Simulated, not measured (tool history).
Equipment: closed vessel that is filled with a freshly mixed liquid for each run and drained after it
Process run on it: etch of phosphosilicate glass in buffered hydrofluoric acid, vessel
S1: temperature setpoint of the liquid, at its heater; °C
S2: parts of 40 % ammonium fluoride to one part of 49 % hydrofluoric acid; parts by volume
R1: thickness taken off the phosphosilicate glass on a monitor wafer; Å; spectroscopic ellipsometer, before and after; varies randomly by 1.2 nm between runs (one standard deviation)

Run 1, day 0: S1 25 °C, S2 11 parts by volume, time in the liquid (s) 95. Result: R1 2604.9 Å.
Run 2, day 0.142: S1 25 °C, S2 13 parts by volume, time in the liquid (s) 95. Result: R1 2161.5 Å.
Run 3, day 0.412: S1 25 °C, S2 14.5 parts by volume, time in the liquid (s) 95. Result: R1 1954.7 Å.
Run 4, day 0.621: S1 25 °C, S2 14.5 parts by volume, time in the liquid (s) 105. Result: R1 2175.9 Å.
Run 5, day 0.754: S1 28.5 °C, S2 14.5 parts by volume, time in the liquid (s) 105. Result: R1 2602.5 Å.
Run 6, day 0.988: S1 26.5 °C, S2 14.5 parts by volume, time in the liquid (s) 105. Result: R1 2339.5 Å.
Run 7, day 1.1: S1 25 °C, S2 14.5 parts by volume, time in the liquid (s) 105. Result: R1 2175 Å.

Estimate the outcome of run 8 from the log above:
Run 8, day 1.446: S1 24 °C, S2 14.5 parts by volume, time in the liquid (s) 105. Result: R1 ?.

Run 8 yielded R1 2007.8 Å.
